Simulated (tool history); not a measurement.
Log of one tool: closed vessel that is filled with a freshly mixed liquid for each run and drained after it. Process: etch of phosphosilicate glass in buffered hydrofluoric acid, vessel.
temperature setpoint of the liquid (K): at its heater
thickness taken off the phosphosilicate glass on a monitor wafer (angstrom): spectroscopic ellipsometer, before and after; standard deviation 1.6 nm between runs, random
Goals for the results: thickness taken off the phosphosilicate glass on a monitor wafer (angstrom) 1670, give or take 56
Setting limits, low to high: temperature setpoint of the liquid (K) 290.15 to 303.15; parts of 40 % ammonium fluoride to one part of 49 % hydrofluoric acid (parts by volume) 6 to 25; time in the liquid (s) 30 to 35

run	hour	temperature setpoint of the liquid (K)	parts of 40 % ammonium fluoride to one part of 49 % hydrofluoric acid (parts by volume)	time in the liquid (s)	thickness taken off the phosphosilicate glass on a monitor wafer (angstrom)
1	0	295.15	15.5	35	1052.8
2	1	292.65	15.5	35	917.97
3	5.6	292.65	15.5	35	940.92
4	9.4	295.15	15	35	1111.8
5	10.3	295.15	15	30	940.27
6	14.9	296.65	14	30	1077.3
7	22.6	298.15	13	30	1294.9
8	26	299.15	13	30	1337.9
9	33.2	300.15	13	30	1424.1
10	38.3	300.65	13	30	1440.6
11	47.4	301.15	13	30	1491.6
12	51	301.65	13	30	1541.6
13	57	301.65	13	30	1552
14	63.9	302.15	13	30	1597.9

Which single option among these 5 for the next run brings every result within its allowed miss of target? Just one does.
A	70.8	302.15	14.5	35	?
B	70.8	302.65	14	30	?
C	70.8	301.65	13.5	30	?
D	70.8	302.15	13.5	30	?
E	70.8	302.15	16	35	?

move	thickness taken off the phosphosilicate glass on a monitor wafer (angstrom)
A	1670.1
B	1521.2
C	1495.2
D	1535.3
E	1516.4
A: meets every target
B: further off than the last run
C: further off than the last run
D: further off than the last run
E: further off than the last run
Go with A: it meets all targets.
